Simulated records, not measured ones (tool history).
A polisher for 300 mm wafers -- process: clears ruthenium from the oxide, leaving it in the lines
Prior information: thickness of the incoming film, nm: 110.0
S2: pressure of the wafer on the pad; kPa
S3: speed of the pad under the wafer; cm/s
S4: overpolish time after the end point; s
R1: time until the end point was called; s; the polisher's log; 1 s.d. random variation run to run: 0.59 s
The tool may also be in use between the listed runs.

Run 1, hour 0: flow of slurry (ml/min) 205, S2 18.6 kPa, S3 98 cm/s, S4 8 s. Result: R1 69.042 s.
Run 2, hour 3.4: flow of slurry (ml/min) 205, S2 18.6 kPa, S3 82 cm/s, S4 8 s. Result: R1 79.096 s.
Run 3, hour 4.3: flow of slurry (ml/min) 230, S2 18.6 kPa, S3 82 cm/s, S4 8 s. Result: R1 79.264 s.
Run 4, hour 10.6: flow of slurry (ml/min) 230, S2 18.6 kPa, S3 82 cm/s, S4 8 s. Result: R1 78.983 s.
Run 5, hour 12: flow of slurry (ml/min) 230, S2 18.6 kPa, S3 82 cm/s, S4 8 s. Result: R1 79.897 s.
Run 6, hour 14.4: flow of slurry (ml/min) 265, S2 18.6 kPa, S3 82 cm/s, S4 8 s. Result: R1 77.069 s.
Run 7, hour 20.3: flow of slurry (ml/min) 275, S2 23.4 kPa, S3 86 cm/s, S4 8 s. Result: R1 58.981 s.

Run 8 is up next; what results do you expect?
Run 8, hour 25.8: flow of slurry (ml/min) 275, S2 24.8 kPa, S3 86 cm/s, S4 8 s. Result: R1 ?.

{"run 8": {"R1": 56.709}}

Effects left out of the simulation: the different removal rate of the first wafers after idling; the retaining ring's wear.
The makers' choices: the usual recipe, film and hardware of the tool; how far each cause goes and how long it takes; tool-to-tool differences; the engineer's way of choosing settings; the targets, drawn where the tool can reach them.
